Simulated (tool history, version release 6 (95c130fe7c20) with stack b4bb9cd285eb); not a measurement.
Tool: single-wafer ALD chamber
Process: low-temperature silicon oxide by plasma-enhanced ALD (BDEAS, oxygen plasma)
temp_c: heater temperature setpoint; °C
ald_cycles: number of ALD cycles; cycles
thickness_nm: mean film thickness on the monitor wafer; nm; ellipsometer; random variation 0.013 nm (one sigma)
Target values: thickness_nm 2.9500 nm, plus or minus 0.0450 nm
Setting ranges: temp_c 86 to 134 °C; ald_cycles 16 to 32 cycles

run,hour,temp_c,ald_cycles,thickness_nm
1,0.0,110,24,3.5046
2,3.5,121,24,3.4298
3,8.9,121,26,3.6859
4,12.9,121,29,4.1557
5,20.7,114,29,4.2229
6,26.9,117,27,3.8910
7,33.6,120,25,3.5711
8,38.7,120,25,3.5850
9,46.9,121,24,3.4386
10,53.0,122,23,3.2576
11,55.5,124,22,3.1192
12,59.3,125,22,3.1176
13,62.5,126,22,3.1054
14,70.3,127,22,3.1025
15,78.5,128,22,3.0798
16,80.5,129,22,3.0886
17,89.1,130,22,3.0806
18,91.6,131,22,3.0460
19,99.8,132,22,3.0494
20,104.6,133,22,3.0630

Next run, 5 choices. One meets every target within its allowed miss, the rest don't. Which?
A,109.4,134,22,?
B,109.4,131,21,?
C,109.4,131,23,?
D,109.4,125,23,?
E,109.4,129,23,?

move,thickness_nm
A,3.0668
B,2.9465
C,3.2271
D,3.2690
E,3.2411
A: no better and no worse than the last run
B: hits every target within its allowed miss
C: moves away from the targets compared with the last run
D: moves away from the targets compared with the last run
E: moves away from the targets compared with the last run
The move that meets every target is B.
